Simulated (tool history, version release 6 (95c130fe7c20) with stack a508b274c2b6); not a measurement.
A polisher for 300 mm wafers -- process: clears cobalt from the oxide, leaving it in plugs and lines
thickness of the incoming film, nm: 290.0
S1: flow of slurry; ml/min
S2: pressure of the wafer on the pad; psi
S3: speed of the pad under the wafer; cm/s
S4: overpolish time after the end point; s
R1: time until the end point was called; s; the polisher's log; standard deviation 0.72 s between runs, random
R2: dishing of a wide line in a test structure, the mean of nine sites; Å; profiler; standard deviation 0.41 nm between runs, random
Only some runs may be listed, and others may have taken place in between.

run	hour	S1	S2	S3	S4	R1	R2
1	0.0	170	1.7	92	20	73.492	384.52
2	5.0	170	1.7	92	17	75.878	338.64
3	5.9	170	1.7	92	22	75.392	410.01
4	14.2	170	1.8	92	19	72.278	377.46
5	22.6	170	1.8	80	19	84.284	352.79
6	30.1	170	1.8	66	19	100.880	324.31
7	36.8	185	2.0	66	16	90.948	303.09
8	43.2	200	2.1	66	14	87.933	303.41
9	49.9	180	2.2	66	12	85.542	272.63
10	57.3	165	2.3	68	11	81.215	275.48

Forecast run 11:
11	64.4	150	2.4	70	10	?	?

Run 11 came out at R1 78.244 s, R2 260.19 Å.
